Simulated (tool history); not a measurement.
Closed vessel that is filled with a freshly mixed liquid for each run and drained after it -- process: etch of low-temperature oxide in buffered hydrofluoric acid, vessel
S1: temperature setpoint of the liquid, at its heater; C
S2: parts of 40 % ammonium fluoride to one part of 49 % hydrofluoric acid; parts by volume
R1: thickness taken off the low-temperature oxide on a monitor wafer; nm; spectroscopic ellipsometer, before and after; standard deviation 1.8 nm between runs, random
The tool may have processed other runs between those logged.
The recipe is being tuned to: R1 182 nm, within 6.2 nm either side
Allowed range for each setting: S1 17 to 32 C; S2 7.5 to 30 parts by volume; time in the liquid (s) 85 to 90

run 1 hour=0 | S1=24 S2=21 time_in_the_liquid_(s)=85 | R1=202.06
run 2 hour=5.9 | S1=24 S2=21 time_in_the_liquid_(s)=90 | R1=212.11
run 3 hour=7.5 | S1=24 S2=21 time_in_the_liquid_(s)=90 | R1=216.89
run 4 hour=13.9 | S1=24 S2=21 time_in_the_liquid_(s)=90 | R1=216.05
run 5 hour=22.7 | S1=23 S2=21 time_in_the_liquid_(s)=90 | R1=205.51
run 6 hour=30.8 | S1=25.5 S2=21 time_in_the_liquid_(s)=90 | R1=235.42
run 7 hour=35.7 | S1=24 S2=21 time_in_the_liquid_(s)=90 | R1=216.61
run 8 hour=44 | S1=23 S2=21 time_in_the_liquid_(s)=90 | R1=204.13

5 candidate next runs follow, results not yet known. Just one meets every target within its allowed miss. Identify it.
run A hour=52.3 | S1=25 S2=27 time_in_the_liquid_(s)=85 | R1=?
run B hour=52.3 | S1=22 S2=20.5 time_in_the_liquid_(s)=90 | R1=?
run C hour=52.3 | S1=22.5 S2=20.5 time_in_the_liquid_(s)=90 | R1=?
run D hour=52.3 | S1=23 S2=20 time_in_the_liquid_(s)=85 | R1=?
run E hour=52.3 | S1=25 S2=24.5 time_in_the_liquid_(s)=85 | R1=?

move=A R1=179.71
move=B R1=194.98
move=C R1=200.46
move=D R1=197.97
move=E R1=192.12
A: hits every target within its allowed miss
B: nearer the targets than the last run, but a result is still out of spec
C: nearer the targets than the last run, but a result is still out of spec
D: nearer the targets than the last run, but a result is still out of spec
E: nearer the targets than the last run, but a result is still out of spec
A meets every target.

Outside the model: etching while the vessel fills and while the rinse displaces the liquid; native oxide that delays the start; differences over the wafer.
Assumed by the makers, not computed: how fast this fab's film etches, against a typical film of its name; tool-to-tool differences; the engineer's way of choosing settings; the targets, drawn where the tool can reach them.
